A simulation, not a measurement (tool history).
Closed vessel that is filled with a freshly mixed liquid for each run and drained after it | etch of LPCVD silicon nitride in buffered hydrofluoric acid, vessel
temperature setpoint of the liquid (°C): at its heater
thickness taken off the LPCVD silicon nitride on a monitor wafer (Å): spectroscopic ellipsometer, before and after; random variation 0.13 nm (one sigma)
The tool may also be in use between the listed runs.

run  hour  temperature setpoint of the liquid (°C)  parts of 40 % ammonium fluoride to one part of 49 % hydrofluoric acid (parts by volume)  time in the liquid (s)  thickness taken off the LPCVD silicon nitride on a monitor wafer (Å)
  1     0                                       22                                                                                       23                    3090                                                                172.94
  2   1.5                                     23.5                                                                                     21.5                    3090                                                                196.92
  3   2.4                                       25                                                                                       20                    3090                                                                223.54
  4   3.6                                       26                                                                                       19                    3090                                                                 247.6
  5   8.4                                       26                                                                                     21.5                    3090                                                                226.57
  6  11.1                                       27                                                                                     20.5                    3090                                                                243.93
  7  15.2                                     27.5                                                                                     19.5                    3090                                                                263.91
  8  23.6                                       30                                                                                     15.5                    3090                                                                378.01
  9  27.2                                     29.5                                                                                     15.5                    3090                                                                369.08

Forecast run 10:
 10  33.2                                       29                                                                                     15.5                    3090                                                                     ?

{"run 10": {"thickness taken off the LPCVD silicon nitride on a monitor wafer (Å)": 360.08}}

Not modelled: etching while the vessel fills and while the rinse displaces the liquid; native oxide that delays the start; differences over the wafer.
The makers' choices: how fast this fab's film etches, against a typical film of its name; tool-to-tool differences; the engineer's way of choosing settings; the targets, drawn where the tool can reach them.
